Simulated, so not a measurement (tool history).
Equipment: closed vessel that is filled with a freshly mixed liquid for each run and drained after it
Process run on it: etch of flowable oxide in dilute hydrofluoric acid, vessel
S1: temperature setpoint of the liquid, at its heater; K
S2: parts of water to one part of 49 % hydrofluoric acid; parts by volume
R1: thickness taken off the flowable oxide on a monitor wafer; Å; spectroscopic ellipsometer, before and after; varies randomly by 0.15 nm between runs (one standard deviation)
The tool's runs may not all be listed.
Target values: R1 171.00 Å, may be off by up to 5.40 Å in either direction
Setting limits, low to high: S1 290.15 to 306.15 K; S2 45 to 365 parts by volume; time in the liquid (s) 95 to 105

run 1 day=0.000 | S1=298.15 S2=205 time_in_the_liquid_(s)=95 | R1=244.01
run 2 day=0.046 | S1=298.15 S2=205 time_in_the_liquid_(s)=95 | R1=239.17
run 3 day=0.400 | S1=298.15 S2=205 time_in_the_liquid_(s)=105 | R1=264.79
run 4 day=0.754 | S1=298.15 S2=145 time_in_the_liquid_(s)=105 | R1=400.60
run 5 day=0.842 | S1=301.65 S2=145 time_in_the_liquid_(s)=105 | R1=461.54
run 6 day=1.062 | S1=301.65 S2=110 time_in_the_liquid_(s)=105 | R1=637.49
run 7 day=1.292 | S1=299.65 S2=130 time_in_the_liquid_(s)=105 | R1=487.45
run 8 day=1.492 | S1=298.15 S2=145 time_in_the_liquid_(s)=105 | R1=406.38
run 9 day=1.812 | S1=296.65 S2=160 time_in_the_liquid_(s)=105 | R1=342.98
run 10 day=1.975 | S1=295.65 S2=170 time_in_the_liquid_(s)=105 | R1=302.76
run 11 day=2.296 | S1=294.65 S2=180 time_in_the_liquid_(s)=105 | R1=271.94
run 12 day=2.592 | S1=294.15 S2=185 time_in_the_liquid_(s)=105 | R1=259.04
run 13 day=2.692 | S1=293.65 S2=190 time_in_the_liquid_(s)=105 | R1=245.88
run 14 day=2.988 | S1=293.15 S2=195 time_in_the_liquid_(s)=105 | R1=232.17
run 15 day=3.188 | S1=292.65 S2=200 time_in_the_liquid_(s)=105 | R1=224.42
run 16 day=3.371 | S1=292.65 S2=200 time_in_the_liquid_(s)=105 | R1=221.99
run 17 day=3.629 | S1=292.15 S2=205 time_in_the_liquid_(s)=105 | R1=211.76

Pick the move, out of 4, that brings all results within their allowed miss; only one does.
run A day=3.888 | S1=290.15 S2=210 time_in_the_liquid_(s)=95 | R1=?
run B day=3.888 | S1=290.15 S2=225 time_in_the_liquid_(s)=95 | R1=?
run C day=3.888 | S1=292.65 S2=245 time_in_the_liquid_(s)=95 | R1=?
run D day=3.888 | S1=291.65 S2=235 time_in_the_liquid_(s)=95 | R1=?

move=A R1=172.41
move=B R1=158.76
move=C R1=157.68
move=D R1=159.70
A: in spec on every target
B: takes the biggest miss from the last run beyond its target
C: takes the biggest miss from the last run beyond its target
D: takes the biggest miss from the last run beyond its target
Correct choice: A, which meets every target
